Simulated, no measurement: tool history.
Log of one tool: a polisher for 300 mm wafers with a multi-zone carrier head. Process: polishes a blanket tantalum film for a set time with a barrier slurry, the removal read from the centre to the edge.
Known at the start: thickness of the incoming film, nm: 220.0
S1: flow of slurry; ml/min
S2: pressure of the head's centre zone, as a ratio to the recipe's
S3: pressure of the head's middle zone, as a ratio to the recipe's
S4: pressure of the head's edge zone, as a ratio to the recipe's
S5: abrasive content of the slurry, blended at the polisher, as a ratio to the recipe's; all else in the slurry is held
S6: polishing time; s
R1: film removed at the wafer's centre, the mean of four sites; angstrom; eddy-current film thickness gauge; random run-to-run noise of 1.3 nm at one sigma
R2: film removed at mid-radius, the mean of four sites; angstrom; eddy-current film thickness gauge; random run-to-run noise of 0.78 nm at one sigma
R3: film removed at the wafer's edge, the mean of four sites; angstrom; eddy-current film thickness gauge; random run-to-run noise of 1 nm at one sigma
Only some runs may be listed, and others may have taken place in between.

run,day,S1,S2,S3,S4,S5,S6,R1,R2,R3
1,0,225,1,1,1,1,52,591.03,600.24,609.96
2,0.108,225,1,0.94,1,1,52,584.45,572.36,614.33
3,0.242,230,1.02,0.95,1.02,1.05,54,643.84,610.37,633.54
4,0.55,230,1.02,0.95,1.02,0.9,54,599.67,568.93,612.85
5,0.871,230,1.02,0.95,1.02,1,54,639.69,586.22,630.41
6,1.046,230,1.01,0.95,1.03,1.05,56,668.55,637.67,672.65
7,1.092,230,1.01,0.94,1.04,1.1,57,686.49,641.42,702.57
8,1.208,230,1.01,0.95,1.05,1.15,58,704.49,670.68,745.76
9,1.275,235,1.03,0.96,1.06,1.2,59,733.79,694.05,757.41

Forecast run 10:
10,1.312,235,1.04,0.96,1.07,1.25,60,?,?,?

Run 10 yielded R1 772.74 angstrom, R2 721.05 angstrom, R3 794 angstrom.

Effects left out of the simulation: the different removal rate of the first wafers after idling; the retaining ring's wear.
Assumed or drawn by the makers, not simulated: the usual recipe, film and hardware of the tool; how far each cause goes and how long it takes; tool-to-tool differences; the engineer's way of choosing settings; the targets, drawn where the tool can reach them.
